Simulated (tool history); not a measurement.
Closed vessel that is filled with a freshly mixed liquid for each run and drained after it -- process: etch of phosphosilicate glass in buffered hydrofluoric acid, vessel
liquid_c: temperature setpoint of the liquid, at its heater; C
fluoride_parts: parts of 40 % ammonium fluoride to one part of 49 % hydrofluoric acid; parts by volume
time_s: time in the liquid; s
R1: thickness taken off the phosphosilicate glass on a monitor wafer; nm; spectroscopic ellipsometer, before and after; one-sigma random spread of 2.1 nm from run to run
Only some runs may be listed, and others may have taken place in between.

Run 1, day 0.000: liquid_c 20.0 C, fluoride_parts 23.5 parts by volume, time_s 95 s. Result: R1 213.73 nm.
Run 2, day 0.217: liquid_c 17.5 C, fluoride_parts 23.5 parts by volume, time_s 95 s. Result: R1 188.92 nm.
Run 3, day 0.308: liquid_c 17.5 C, fluoride_parts 23.5 parts by volume, time_s 105 s. Result: R1 204.54 nm.
Run 4, day 0.454: liquid_c 21.0 C, fluoride_parts 23.5 parts by volume, time_s 105 s. Result: R1 252.68 nm.
Run 5, day 0.575: liquid_c 21.0 C, fluoride_parts 23.5 parts by volume, time_s 95 s. Result: R1 228.30 nm.
Run 6, day 0.796: liquid_c 21.0 C, fluoride_parts 29.0 parts by volume, time_s 95 s. Result: R1 196.92 nm.
Run 7, day 1.062: liquid_c 25.0 C, fluoride_parts 28.5 parts by volume, time_s 95 s. Result: R1 248.60 nm.
Run 8, day 1.312: liquid_c 25.5 C, fluoride_parts 28.5 parts by volume, time_s 95 s. Result: R1 258.33 nm.
Run 9, day 1.562: liquid_c 26.5 C, fluoride_parts 28.5 parts by volume, time_s 95 s. Result: R1 273.20 nm.

What does the tool deliver on the next run?
Run 10, day 1.850: liquid_c 27.0 C, fluoride_parts 28.5 parts by volume, time_s 95 s. Result: R1 ?.

Run 10 yielded R1 273.41 nm.
